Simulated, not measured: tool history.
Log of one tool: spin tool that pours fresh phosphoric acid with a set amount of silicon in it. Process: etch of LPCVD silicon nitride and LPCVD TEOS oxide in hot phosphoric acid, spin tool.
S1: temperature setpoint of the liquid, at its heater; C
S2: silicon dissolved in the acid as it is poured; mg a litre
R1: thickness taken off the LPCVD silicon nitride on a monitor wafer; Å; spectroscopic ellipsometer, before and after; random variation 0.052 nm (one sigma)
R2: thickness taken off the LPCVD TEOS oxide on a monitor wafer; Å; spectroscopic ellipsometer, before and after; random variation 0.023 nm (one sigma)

{"run": 1, "day": 0.0, "S1": 162.0, "S2": 17.0, "time under the liquid (s)": 180, "R1": 163.67, "R2": 7.6735}
{"run": 2, "day": 0.192, "S1": 162.0, "S2": 25.0, "time under the liquid (s)": 180, "R1": 164.42, "R2": 6.0796}
{"run": 3, "day": 0.396, "S1": 161.0, "S2": 21.0, "time under the liquid (s)": 175, "R1": 154.26, "R2": 6.208}
{"run": 4, "day": 0.479, "S1": 161.0, "S2": 21.0, "time under the liquid (s)": 215, "R1": 190.25, "R2": 7.1745}
{"run": 5, "day": 0.829, "S1": 160.5, "S2": 17.5, "time under the liquid (s)": 200, "R1": 172.3, "R2": 7.2397}
{"run": 6, "day": 1.033, "S1": 160.0, "S2": 15.0, "time under the liquid (s)": 190, "R1": 162.14, "R2": 7.5265}

Forecast run 7:
{"run": 7, "day": 1.096, "S1": 159.5, "S2": 14.0, "time under the liquid (s)": 180, "R1": "?", "R2": "?"}

{"run 7": {"R1": 151.36, "R2": 7.0389}}

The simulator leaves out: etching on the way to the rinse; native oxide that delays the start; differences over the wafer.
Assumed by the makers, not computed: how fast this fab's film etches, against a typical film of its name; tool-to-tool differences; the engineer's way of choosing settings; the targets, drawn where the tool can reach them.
